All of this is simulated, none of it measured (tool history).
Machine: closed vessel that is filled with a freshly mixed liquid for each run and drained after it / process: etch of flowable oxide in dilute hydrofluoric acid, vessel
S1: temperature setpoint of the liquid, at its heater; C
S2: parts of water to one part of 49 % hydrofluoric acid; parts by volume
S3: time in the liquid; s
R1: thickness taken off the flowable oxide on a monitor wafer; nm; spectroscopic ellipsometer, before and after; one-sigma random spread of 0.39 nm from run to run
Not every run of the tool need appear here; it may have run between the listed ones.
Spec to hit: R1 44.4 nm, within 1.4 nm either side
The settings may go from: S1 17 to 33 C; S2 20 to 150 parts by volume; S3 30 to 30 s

Run 1, day 0: S1 25 C, S2 85 parts by volume, S3 30 s. Result: R1 17.027 nm.
Run 2, day 0.221: S1 27.5 C, S2 70 parts by volume, S3 30 s. Result: R1 23.206 nm.
Run 3, day 0.321: S1 29 C, S2 60 parts by volume, S3 30 s. Result: R1 29.725 nm.
Run 4, day 0.342: S1 27.5 C, S2 60 parts by volume, S3 30 s. Result: R1 27.465 nm.
Run 5, day 0.412: S1 30 C, S2 60 parts by volume, S3 30 s. Result: R1 30.978 nm.
Run 6, day 0.562: S1 31 C, S2 55 parts by volume, S3 30 s. Result: R1 34.782 nm.
Run 7, day 0.596: S1 33 C, S2 40 parts by volume, S3 30 s. Result: R1 52.635 nm.
Run 8, day 0.621: S1 32 C, S2 40 parts by volume, S3 30 s. Result: R1 51.344 nm.
Run 9, day 0.942: S1 31 C, S2 40 parts by volume, S3 30 s. Result: R1 49.327 nm.
Run 10, day 1.025: S1 30 C, S2 40 parts by volume, S3 30 s. Result: R1 46.831 nm.
Run 11, day 1.167: S1 29.5 C, S2 40 parts by volume, S3 30 s. Result: R1 46.356 nm.

Exactly one of the 4 candidate moves below puts every result within its allowed miss. Which one?
Run A, day 1.308: S1 31 C, S2 40 parts by volume, S3 30 s. Result: R1 ?.
Run B, day 1.308: S1 29.5 C, S2 45 parts by volume, S3 30 s. Result: R1 ?.
Run C, day 1.308: S1 25 C, S2 35 parts by volume, S3 30 s. Result: R1 ?.
Run D, day 1.308: S1 26.5 C, S2 35 parts by volume, S3 30 s. Result: R1 ?.

move      R1
   A  49.269
   B  40.957
   C  44.535
   D  47.368
A: its largest miss is bigger than the last run's
B: carries the result that was furthest off beyond its target, to the other side
C: every result within its allowed miss
D: its largest miss is bigger than the last run's
The move that meets every target is C.
